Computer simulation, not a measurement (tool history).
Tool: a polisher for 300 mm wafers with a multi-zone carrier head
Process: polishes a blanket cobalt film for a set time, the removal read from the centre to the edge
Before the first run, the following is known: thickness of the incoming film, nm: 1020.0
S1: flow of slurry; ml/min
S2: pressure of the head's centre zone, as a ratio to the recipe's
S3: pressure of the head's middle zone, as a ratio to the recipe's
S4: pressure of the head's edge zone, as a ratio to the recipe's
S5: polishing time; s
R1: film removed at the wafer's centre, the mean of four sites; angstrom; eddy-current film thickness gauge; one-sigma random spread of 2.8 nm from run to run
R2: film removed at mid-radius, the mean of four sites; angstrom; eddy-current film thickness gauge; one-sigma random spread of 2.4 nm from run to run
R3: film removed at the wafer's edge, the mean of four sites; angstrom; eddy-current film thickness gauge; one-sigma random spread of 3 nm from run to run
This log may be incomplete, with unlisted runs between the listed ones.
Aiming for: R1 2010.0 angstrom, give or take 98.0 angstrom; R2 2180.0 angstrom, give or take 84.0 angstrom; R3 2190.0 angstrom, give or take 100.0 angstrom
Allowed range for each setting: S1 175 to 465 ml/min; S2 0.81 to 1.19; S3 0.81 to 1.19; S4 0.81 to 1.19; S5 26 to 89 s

run  hour   S1    S2    S3    S4  S5      R1      R2      R3
  1   0.0  295  1.00  1.00  1.00  57  3325.1  3151.3  3080.4
  2   2.0  295  1.00  1.00  1.00  51  2905.3  2901.3  2734.2
  3   6.0  295  1.00  1.00  1.05  51  2821.8  2841.9  2890.5
  4  13.2  290  0.97  0.97  1.03  48  2594.3  2649.3  2639.5
  5  17.1  290  0.97  0.90  1.03  48  2595.8  2434.7  2672.0
  6  17.8  285  0.94  0.90  1.01  46  2385.1  2354.4  2516.9
  7  24.9  280  0.92  0.89  0.99  45  2316.5  2279.6  2469.2
  8  31.1  280  0.92  0.89  0.99  45  2324.3  2317.5  2398.7
     32.7  -- edge zone pressure recalibrated
  9  32.7  275  0.90  0.88  0.98  44  2223.4  2237.0  2496.5
 10  39.0  285  0.90  0.90  0.97  42  2115.9  2149.5  2343.0
 11  43.5  285  0.90  0.90  0.97  42  2097.5  2187.0  2327.2

Pick the move, out of 5, that brings all results within their allowed miss; only one does.
  A  48.0  350  0.90  0.90  0.99  42   ?   ?   ?
  B  48.0  230  0.91  0.97  0.94  41   ?   ?   ?
  C  48.0  280  1.00  0.95  0.91  39   ?   ?   ?
  D  48.0  290  0.84  0.84  1.12  44   ?   ?   ?
  E  48.0  320  0.98  0.97  1.04  40   ?   ?   ?

move      R1      R2      R3
   A  2203.9  2249.1  2413.5
   B  2062.9  2202.7  2214.0
   C  2220.1  2118.0  2115.6
   D  2108.8  2207.4  2651.1
   E  2266.9  2235.6  2337.2
A: its largest miss is bigger than the last run's
B: each result inside its tolerance
C: brings the result that was furthest off to its target, and leaves another outside
D: its largest miss is bigger than the last run's
E: its largest miss is bigger than the last run's
B is the move that brings every result within its allowed miss.
